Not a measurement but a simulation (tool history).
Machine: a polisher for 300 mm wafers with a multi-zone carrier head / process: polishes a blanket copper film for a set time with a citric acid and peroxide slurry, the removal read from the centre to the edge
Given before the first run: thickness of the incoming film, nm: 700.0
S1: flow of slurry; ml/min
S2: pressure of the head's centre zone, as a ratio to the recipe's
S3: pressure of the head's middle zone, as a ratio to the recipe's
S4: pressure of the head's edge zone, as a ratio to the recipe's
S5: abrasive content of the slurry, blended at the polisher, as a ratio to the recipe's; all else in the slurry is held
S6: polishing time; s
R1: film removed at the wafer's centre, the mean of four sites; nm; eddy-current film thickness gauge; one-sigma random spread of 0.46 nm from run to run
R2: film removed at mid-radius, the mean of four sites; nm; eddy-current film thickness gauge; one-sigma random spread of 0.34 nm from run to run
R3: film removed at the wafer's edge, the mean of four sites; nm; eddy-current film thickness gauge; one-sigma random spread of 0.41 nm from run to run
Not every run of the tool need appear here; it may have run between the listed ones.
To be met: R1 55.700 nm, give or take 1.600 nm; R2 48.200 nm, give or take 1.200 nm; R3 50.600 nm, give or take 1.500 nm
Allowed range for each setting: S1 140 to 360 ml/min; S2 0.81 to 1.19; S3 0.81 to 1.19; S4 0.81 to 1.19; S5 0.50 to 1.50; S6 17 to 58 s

run  hour   S1    S2    S3    S4    S5  S6      R1      R2      R3
  1   0.0  230  1.00  1.00  1.00  1.00  37  90.303  90.556  86.468
  2   8.8  220  1.00  0.96  0.97  0.90  34  81.608  77.705  76.619
  3  15.2  215  0.99  0.94  0.94  0.80  32  73.167  71.492  70.214
  4  20.5  215  0.99  0.94  0.94  0.70  32  71.351  69.723  66.906
  5  25.1  215  1.05  0.94  0.94  0.70  32  74.204  68.767  67.370
  6  32.4  215  1.05  0.94  0.94  0.70  28  65.853  60.614  59.082
  7  40.8  210  1.05  0.92  0.93  0.65  27  61.751  56.961  55.433
  8  45.5  200  1.05  0.90  0.93  0.60  27  60.840  53.705  55.131
  9  48.1  190  1.05  0.89  0.91  0.60  27  60.444  53.262  53.864
 10  52.1  185  1.04  0.88  0.90  0.60  27  59.213  52.142  54.148
 11  61.1  180  1.04  0.87  0.89  0.60  27  58.617  51.732  53.490
 12  66.4  175  1.04  0.86  0.88  0.60  27  58.601  50.900  52.398
 13  74.5  170  1.04  0.85  0.88  0.60  27  58.716  50.374  52.200
 14  81.6  165  1.03  0.84  0.88  0.60  27  57.171  50.532  52.257
 15  90.1  155  1.04  0.81  0.86  0.50  27  54.367  46.576  48.628
 16  93.9  160  1.04  0.81  0.87  0.50  27  55.586  46.861  49.556

5 next moves are on the table. One of them brings every result within its allowed miss. Which?
  A  97.7  150  1.06  0.81  0.92  0.50  27   ?   ?   ?
  B  97.7  155  0.96  0.81  1.06  0.60  26   ?   ?   ?
  C  97.7  160  1.05  0.84  0.88  0.50  25   ?   ?   ?
  D  97.7  150  1.00  0.81  0.97  0.50  26   ?   ?   ?
  E  97.7  190  1.03  0.83  0.89  0.55  26   ?   ?   ?

move      R1      R2      R3
   A  55.357  45.861  49.665
   B  51.042  46.085  53.292
   C  51.678  44.120  45.516
   D  50.650  44.172  49.029
   E  55.860  47.939  49.652
A: moves away from the targets compared with the last run
B: moves away from the targets compared with the last run
C: moves away from the targets compared with the last run
D: moves away from the targets compared with the last run
E: every result within its allowed miss
Move E is the one to make.

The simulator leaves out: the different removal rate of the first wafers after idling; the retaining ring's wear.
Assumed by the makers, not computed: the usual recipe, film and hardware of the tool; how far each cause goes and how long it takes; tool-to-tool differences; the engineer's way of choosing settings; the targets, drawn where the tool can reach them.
